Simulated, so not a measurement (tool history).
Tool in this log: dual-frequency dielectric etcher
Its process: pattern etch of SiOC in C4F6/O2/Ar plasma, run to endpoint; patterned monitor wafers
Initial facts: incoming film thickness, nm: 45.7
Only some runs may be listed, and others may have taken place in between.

run,day,bias power (kW),source power (kW),endpoint time (s)
1,0.000,0.435,0.420,15.109
2,0.138,0.452,0.430,14.672
3,0.496,0.465,0.430,14.773
4,0.796,0.465,0.390,15.149
5,0.842,0.481,0.400,14.704
6,1.125,0.481,0.330,15.486
7,1.371,0.500,0.340,15.329
8,1.392,0.516,0.360,15.027
9,1.596,0.530,0.380,14.714

Expected results for the next run?
10,1.654,0.530,0.380,?

{"run 10": {"endpoint time (s)": 14.654}}

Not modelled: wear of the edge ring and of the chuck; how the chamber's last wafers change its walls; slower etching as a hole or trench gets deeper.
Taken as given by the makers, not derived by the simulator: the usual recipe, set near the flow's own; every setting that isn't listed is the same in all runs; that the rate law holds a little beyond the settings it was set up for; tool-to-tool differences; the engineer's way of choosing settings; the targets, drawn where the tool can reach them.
